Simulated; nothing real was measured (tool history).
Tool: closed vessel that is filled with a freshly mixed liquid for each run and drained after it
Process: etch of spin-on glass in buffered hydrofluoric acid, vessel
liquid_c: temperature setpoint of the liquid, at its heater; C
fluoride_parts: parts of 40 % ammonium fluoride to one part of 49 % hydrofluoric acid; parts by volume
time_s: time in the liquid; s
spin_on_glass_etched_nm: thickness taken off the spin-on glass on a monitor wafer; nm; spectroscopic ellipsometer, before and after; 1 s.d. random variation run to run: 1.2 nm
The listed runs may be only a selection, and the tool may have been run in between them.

run	day	liquid_c	fluoride_parts	time_s	spin_on_glass_etched_nm
1	0.000	22.0	11.5	30	88.907
2	0.117	23.0	11.0	30	97.668
3	0.454	23.0	8.5	30	121.750
4	0.700	23.0	8.5	30	122.680
5	0.888	23.5	8.5	30	124.380
6	1.196	24.0	8.5	30	130.430
7	1.546	24.5	8.5	30	132.500

Run 8, settings as shown, results not yet in. Your forecast:
8	1.608	24.5	8.5	30	?

Run 8 produced spin_on_glass_etched_nm 132.820 nm.
